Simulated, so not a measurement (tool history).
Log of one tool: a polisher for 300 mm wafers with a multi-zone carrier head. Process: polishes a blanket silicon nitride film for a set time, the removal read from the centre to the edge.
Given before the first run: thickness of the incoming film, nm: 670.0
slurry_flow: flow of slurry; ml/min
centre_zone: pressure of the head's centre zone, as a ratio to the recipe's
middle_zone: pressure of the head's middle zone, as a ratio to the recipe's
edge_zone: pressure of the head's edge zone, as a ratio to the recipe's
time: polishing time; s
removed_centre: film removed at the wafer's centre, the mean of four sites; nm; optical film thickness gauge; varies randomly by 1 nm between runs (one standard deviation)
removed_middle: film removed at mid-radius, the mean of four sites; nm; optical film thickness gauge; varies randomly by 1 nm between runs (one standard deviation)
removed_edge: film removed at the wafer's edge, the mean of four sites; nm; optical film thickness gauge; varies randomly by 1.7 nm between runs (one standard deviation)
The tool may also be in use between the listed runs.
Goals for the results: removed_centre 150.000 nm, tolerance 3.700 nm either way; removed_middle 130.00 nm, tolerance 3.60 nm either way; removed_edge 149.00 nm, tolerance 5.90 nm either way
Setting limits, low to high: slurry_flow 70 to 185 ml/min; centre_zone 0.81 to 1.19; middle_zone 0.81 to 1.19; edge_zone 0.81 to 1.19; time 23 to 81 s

run,hour,slurry_flow,centre_zone,middle_zone,edge_zone,time,removed_centre,removed_middle,removed_edge
1,0.0,120,1.00,1.00,1.00,52,106.140,106.86,107.64
2,1.3,120,0.93,1.00,1.00,52,99.257,107.68,105.85
3,4.0,125,0.96,1.00,1.03,53,102.930,110.10,109.44
4,7.4,125,0.99,0.99,1.05,55,111.190,112.57,116.65
5,16.3,125,0.99,0.99,1.05,61,123.900,125.16,129.54
6,17.0,130,1.01,0.98,1.07,61,126.230,125.81,130.46
7,18.4,135,1.03,0.97,1.09,62,131.650,126.39,136.31
8,24.8,140,1.04,0.96,1.10,62,134.850,125.17,136.99
9,28.4,170,1.06,0.94,1.19,63,142.790,130.03,146.71
10,36.5,170,1.06,0.94,1.19,63,143.270,129.06,145.96
11,41.8,175,1.07,0.93,1.19,63,145.880,127.44,145.49

Which single option among these 4 for the next run brings every result within its allowed miss of target? Just one does.
A,47.1,175,1.07,0.88,1.14,62,?,?,?
B,47.1,185,1.12,1.00,1.12,60,?,?,?
C,47.1,165,1.05,0.87,1.11,67,?,?,?
D,47.1,145,1.02,0.85,1.19,66,?,?,?

move,removed_centre,removed_middle,removed_edge
A,141.650,121.65,142.53
B,144.780,129.95,137.19
C,148.890,129.43,151.12
D,139.670,123.30,152.46
A: further off than the last run
B: further off than the last run
C: every result within its allowed miss
D: further off than the last run
Answer: C

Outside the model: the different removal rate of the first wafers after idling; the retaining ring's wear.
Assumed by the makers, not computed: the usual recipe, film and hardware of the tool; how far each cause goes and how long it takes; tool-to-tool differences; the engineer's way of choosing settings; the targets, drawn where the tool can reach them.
